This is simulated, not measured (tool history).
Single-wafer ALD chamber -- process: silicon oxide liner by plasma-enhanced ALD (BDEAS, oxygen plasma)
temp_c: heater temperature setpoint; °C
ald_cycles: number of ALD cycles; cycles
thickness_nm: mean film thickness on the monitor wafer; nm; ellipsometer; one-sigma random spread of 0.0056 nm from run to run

run,day,temp_c,ald_cycles,thickness_nm
1,0.000,315,29,2.4365
2,0.125,315,27,2.2676
3,0.317,324,27,2.2295
4,0.592,324,31,2.5559
5,0.925,324,34,2.8113
6,1.054,325,32,2.6415
7,1.358,326,30,2.4621
8,1.471,327,29,2.3853

Predict the results of run 9:
9,1.650,327,28,?

Run 9 produced thickness_nm 2.3034 nm.
